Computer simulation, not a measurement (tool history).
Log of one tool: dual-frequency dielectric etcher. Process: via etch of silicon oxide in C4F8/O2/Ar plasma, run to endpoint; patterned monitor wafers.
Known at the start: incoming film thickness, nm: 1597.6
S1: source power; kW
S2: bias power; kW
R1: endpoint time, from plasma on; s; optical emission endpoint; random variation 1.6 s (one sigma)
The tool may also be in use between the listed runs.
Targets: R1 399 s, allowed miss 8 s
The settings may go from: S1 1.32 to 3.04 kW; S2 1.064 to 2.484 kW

Run 1, hour 0: S1 2.18 kW, S2 1.774 kW. Result: R1 308.89 s.
Run 2, hour 1.4: S1 2 kW, S2 1.645 kW. Result: R1 335.35 s.
Run 3, hour 8.7: S1 1.87 kW, S2 1.631 kW. Result: R1 348.04 s.
Run 4, hour 14.3: S1 1.77 kW, S2 1.621 kW. Result: R1 360.4 s.
Run 5, hour 16.7: S1 1.77 kW, S2 1.458 kW. Result: R1 371.88 s.
Run 6, hour 24.3: S1 1.77 kW, S2 1.715 kW. Result: R1 356.77 s.
Run 7, hour 31.8: S1 1.7 kW, S2 1.707 kW. Result: R1 368.44 s.
Run 8, hour 39.6: S1 1.35 kW, S2 1.659 kW. Result: R1 432.95 s.
Run 9, hour 41.9: S1 1.39 kW, S2 1.663 kW. Result: R1 419.68 s.
Run 10, hour 44: S1 1.42 kW, S2 1.666 kW. Result: R1 416.87 s.
Run 11, hour 52.2: S1 1.42 kW, S2 1.666 kW. Result: R1 413.85 s.
Run 12, hour 60.2: S1 1.44 kW, S2 1.668 kW. Result: R1 413.3 s.
Run 13, hour 65.9: S1 1.46 kW, S2 1.67 kW. Result: R1 405.88 s.

Which of these 4 next moves meets every target?
Run A, hour 71.6: S1 1.36 kW, S2 1.683 kW. Result: R1 ?.
Run B, hour 71.6: S1 1.46 kW, S2 1.587 kW. Result: R1 ?.
Run C, hour 71.6: S1 1.56 kW, S2 1.539 kW. Result: R1 ?.
Run D, hour 71.6: S1 1.52 kW, S2 1.838 kW. Result: R1 ?.

move      R1
   A  428.61
   B  413.48
   C  398.08
   D   386.4
A: further off than the last run
B: further off than the last run
C: meets every target
D: takes the result that was furthest off past its target
Answer: C

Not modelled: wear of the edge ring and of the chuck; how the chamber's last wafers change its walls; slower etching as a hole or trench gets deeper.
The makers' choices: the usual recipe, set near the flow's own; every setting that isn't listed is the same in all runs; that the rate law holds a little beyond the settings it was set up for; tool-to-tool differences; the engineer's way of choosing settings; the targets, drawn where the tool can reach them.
